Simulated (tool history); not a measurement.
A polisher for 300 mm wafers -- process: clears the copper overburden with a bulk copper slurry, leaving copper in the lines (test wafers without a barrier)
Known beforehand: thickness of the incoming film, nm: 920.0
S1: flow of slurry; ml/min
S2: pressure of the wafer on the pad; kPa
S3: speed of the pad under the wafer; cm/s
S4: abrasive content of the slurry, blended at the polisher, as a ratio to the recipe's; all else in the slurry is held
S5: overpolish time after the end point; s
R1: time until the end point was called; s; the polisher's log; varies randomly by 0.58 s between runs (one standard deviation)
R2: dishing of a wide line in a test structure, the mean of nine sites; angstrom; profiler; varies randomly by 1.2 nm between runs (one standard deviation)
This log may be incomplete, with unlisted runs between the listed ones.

run,hour,S1,S2,S3,S4,S5,R1,R2
1,0.0,205,22.8,94,1.0,19,81.484,866.56
2,5.5,205,22.8,82,1.0,19,89.770,825.13
3,14.3,205,22.8,82,1.0,23,92.329,901.16
4,19.5,205,24.8,82,1.0,22,84.997,926.98
5,22.4,205,26.9,84,1.0,22,78.664,994.57
# hour 30.8: worn pad replaced by a new one
6,30.8,205,28.3,86,1.0,21,65.230,1056.40

Forecast run 7:
7,37.2,205,29.0,86,1.0,21,?,?

R1: 64.729 s
R2: 1067.70 angstrom
